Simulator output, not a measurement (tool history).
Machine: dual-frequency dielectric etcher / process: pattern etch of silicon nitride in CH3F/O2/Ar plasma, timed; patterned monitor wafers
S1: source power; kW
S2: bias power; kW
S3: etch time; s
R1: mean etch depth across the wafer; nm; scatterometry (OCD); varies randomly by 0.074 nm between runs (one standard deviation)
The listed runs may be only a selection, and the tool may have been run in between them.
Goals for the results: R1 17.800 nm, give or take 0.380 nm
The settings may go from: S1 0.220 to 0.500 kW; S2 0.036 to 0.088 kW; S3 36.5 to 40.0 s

| run | hour | S1 | S2 | S3 | R1 |
|---|---|---|---|---|---|
| 1 | 0.0 | 0.360 | 0.062 | 40.0 | 22.186 |
| 2 | 2.1 | 0.330 | 0.058 | 39.5 | 20.464 |
| 3 | 10.0 | 0.280 | 0.058 | 39.5 | 18.602 |
| 4 | 10.7 | 0.280 | 0.058 | 40.0 | 18.797 |
| 5 | 19.5 | 0.320 | 0.058 | 40.0 | 20.311 |
| 6 | 25.6 | 0.300 | 0.057 | 40.0 | 19.600 |
| 7 | 30.0 | 0.290 | 0.057 | 40.0 | 19.061 |
| 8 | 35.9 | 0.280 | 0.057 | 40.0 | 18.836 |
| 9 | 38.1 | 0.270 | 0.057 | 40.0 | 18.281 |

4 candidate next runs follow, results not yet known. Just one meets every target within its allowed miss. Identify it.
| A | 40.3 | 0.240 | 0.058 | 39.0 | ? |
| B | 40.3 | 0.310 | 0.050 | 39.0 | ? |
| C | 40.3 | 0.330 | 0.048 | 38.0 | ? |
| D | 40.3 | 0.270 | 0.052 | 40.0 | ? |

| move | R1 |
|---|---|
| A | 16.678 |
| B | 18.560 |
| C | 18.501 |
| D | 17.776 |
A: takes the result that was furthest off past its target
B: its largest miss is bigger than the last run's
C: its largest miss is bigger than the last run's
D: every result lands within tolerance
Go with D: it meets all targets.

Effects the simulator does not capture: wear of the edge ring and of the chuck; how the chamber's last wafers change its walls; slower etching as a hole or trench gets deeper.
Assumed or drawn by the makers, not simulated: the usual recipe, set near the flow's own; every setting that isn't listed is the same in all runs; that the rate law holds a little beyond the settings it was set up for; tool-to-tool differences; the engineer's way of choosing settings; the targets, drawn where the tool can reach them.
